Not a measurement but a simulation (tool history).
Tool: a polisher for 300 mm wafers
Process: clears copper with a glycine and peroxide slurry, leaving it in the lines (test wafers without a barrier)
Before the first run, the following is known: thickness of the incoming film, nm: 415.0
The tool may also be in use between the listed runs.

run,hour,flow of slurry (ml/min),pressure of the wafer on the pad (kPa),speed of the pad under the wafer (m/s),overpolish time after the end point (s),time until the end point was called (s),dishing of a wide line in a test structure (angstrom)
1,0,280,12.4,0.82,16,128.68,377.72
2,0.5,280,12.4,0.82,23,127.23,509.92
3,5.8,280,12.4,0.82,29,127.78,616.98
4,11.1,280,12.4,0.82,27,128.36,579.59
5,19.4,280,12.4,0.82,21,128.36,473.8
6,22.8,325,12.4,0.82,21,124.25,488.18
7,28.8,320,12.4,0.82,20,126.62,470
8,30.7,315,12.4,0.82,19,128.39,441.11

Run 9 is up next; what results do you expect?
9,33.2,315,12.4,0.82,18,?,?

Run 9 yielded time until the end point was called (s) 124.69, dishing of a wide line in a test structure (angstrom) 417.39.
